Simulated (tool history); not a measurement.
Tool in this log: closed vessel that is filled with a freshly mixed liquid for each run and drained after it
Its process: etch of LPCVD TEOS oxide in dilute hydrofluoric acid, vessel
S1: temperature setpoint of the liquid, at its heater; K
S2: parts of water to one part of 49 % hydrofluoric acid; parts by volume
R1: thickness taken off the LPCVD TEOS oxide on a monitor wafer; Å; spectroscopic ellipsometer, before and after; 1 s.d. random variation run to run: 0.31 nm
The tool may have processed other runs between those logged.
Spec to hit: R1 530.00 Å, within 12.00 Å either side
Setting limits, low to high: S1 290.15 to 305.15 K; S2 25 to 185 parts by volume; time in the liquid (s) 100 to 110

run 1 day=0.000 | S1=297.15 S2=105 time_in_the_liquid_(s)=100 | R1=195.12
run 2 day=0.154 | S1=297.15 S2=105 time_in_the_liquid_(s)=110 | R1=213.97
run 3 day=0.508 | S1=298.15 S2=100 time_in_the_liquid_(s)=110 | R1=235.03
run 4 day=0.579 | S1=298.15 S2=130 time_in_the_liquid_(s)=110 | R1=174.55
run 5 day=0.938 | S1=301.15 S2=130 time_in_the_liquid_(s)=110 | R1=194.44
run 6 day=1.062 | S1=301.15 S2=130 time_in_the_liquid_(s)=100 | R1=178.25
run 7 day=1.108 | S1=301.65 S2=120 time_in_the_liquid_(s)=100 | R1=198.03
run 8 day=1.325 | S1=302.15 S2=110 time_in_the_liquid_(s)=100 | R1=222.23
run 9 day=1.650 | S1=302.15 S2=110 time_in_the_liquid_(s)=100 | R1=222.86
run 10 day=1.938 | S1=302.65 S2=100 time_in_the_liquid_(s)=100 | R1=254.35
run 11 day=2.079 | S1=303.15 S2=90 time_in_the_liquid_(s)=100 | R1=291.22
run 12 day=2.308 | S1=305.15 S2=50 time_in_the_liquid_(s)=100 | R1=604.29
run 13 day=2.567 | S1=304.65 S2=50 time_in_the_liquid_(s)=100 | R1=590.31
run 14 day=2.733 | S1=304.15 S2=50 time_in_the_liquid_(s)=100 | R1=585.01
run 15 day=3.100 | S1=303.65 S2=50 time_in_the_liquid_(s)=100 | R1=569.39
run 16 day=3.262 | S1=302.65 S2=50 time_in_the_liquid_(s)=100 | R1=544.43
run 17 day=3.633 | S1=302.65 S2=50 time_in_the_liquid_(s)=100 | R1=543.50

Of the 5 settings listed for the next run, only one would bring every result within its allowed miss of target. Which one?
run A day=4.004 | S1=303.15 S2=55 time_in_the_liquid_(s)=100 | R1=?
run B day=4.004 | S1=303.15 S2=50 time_in_the_liquid_(s)=100 | R1=?
run C day=4.004 | S1=304.65 S2=55 time_in_the_liquid_(s)=105 | R1=?
run D day=4.004 | S1=304.15 S2=60 time_in_the_liquid_(s)=105 | R1=?
run E day=4.004 | S1=304.65 S2=60 time_in_the_liquid_(s)=110 | R1=?

move=A R1=502.45
move=B R1=556.94
move=C R1=559.20
move=D R1=498.89
move=E R1=532.80
A: the result that was furthest off in the last run now lies on the other side of its target
B: misses by more than the last run did
C: misses by more than the last run did
D: the result that was furthest off in the last run now lies on the other side of its target
E: every result lands within tolerance
Go with E: it meets all targets.
